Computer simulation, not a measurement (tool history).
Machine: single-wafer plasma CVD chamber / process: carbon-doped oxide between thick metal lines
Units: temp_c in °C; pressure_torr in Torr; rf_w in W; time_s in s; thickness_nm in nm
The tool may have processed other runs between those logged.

run  hour  temp_c  pressure_torr  rf_w  time_s  thickness_nm
  1     0     350           4.46   655     161        954.33
  2   8.7     349           4.56   670     161        979.78
  3  10.4     348           4.67   680     161        1001.2
  4  18.6     348           4.67   680     161        998.55
  5  20.7     347           4.79   685     161        1010.8
  6  23.2     347           4.04   685     161        986.25

For run 7, what comes out?
  7  30.4     346           4.12   695     161             ?

{"run 7": {"thickness_nm": 1003.4}}

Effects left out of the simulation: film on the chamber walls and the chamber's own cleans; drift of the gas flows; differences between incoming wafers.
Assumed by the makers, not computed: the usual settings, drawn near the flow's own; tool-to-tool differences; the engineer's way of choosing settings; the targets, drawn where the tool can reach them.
